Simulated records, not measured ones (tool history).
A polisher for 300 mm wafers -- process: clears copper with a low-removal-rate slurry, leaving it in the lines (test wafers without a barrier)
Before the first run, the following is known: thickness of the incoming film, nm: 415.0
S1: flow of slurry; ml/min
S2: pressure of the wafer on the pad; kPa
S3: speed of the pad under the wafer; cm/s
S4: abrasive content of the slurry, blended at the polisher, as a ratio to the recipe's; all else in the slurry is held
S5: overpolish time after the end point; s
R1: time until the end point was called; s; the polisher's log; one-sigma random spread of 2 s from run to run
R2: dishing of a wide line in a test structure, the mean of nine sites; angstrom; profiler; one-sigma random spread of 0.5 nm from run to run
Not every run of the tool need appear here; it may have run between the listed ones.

run	hour	S1	S2	S3	S4	S5	R1	R2
1	0.0	160	24.1	98	1.00	24	120.24	476.02
2	6.2	160	24.1	98	1.15	24	116.36	481.48
3	9.4	160	23.4	98	1.15	20	120.84	431.92
4	11.0	165	23.4	98	1.05	17	125.42	377.51
5	15.6	165	27.6	98	1.05	17	108.28	404.04
6	18.6	150	27.6	98	1.05	17	103.96	418.97
7	21.9	155	22.1	98	1.05	7	130.31	154.28
8	22.6	155	22.1	98	1.05	7	130.24	160.57
9	29.9	165	22.8	96	1.05	8	130.07	183.49
10	35.7	175	22.8	96	1.05	8	123.49	190.79
11	42.1	180	22.8	94	1.05	9	129.74	201.91
12	48.6	190	22.8	94	1.05	9	126.75	204.25

Estimate the outcome of run 13 from the log above:
13	56.1	185	22.8	94	1.05	18	?	?

R1: 129.11 s
R2: 370.44 angstrom

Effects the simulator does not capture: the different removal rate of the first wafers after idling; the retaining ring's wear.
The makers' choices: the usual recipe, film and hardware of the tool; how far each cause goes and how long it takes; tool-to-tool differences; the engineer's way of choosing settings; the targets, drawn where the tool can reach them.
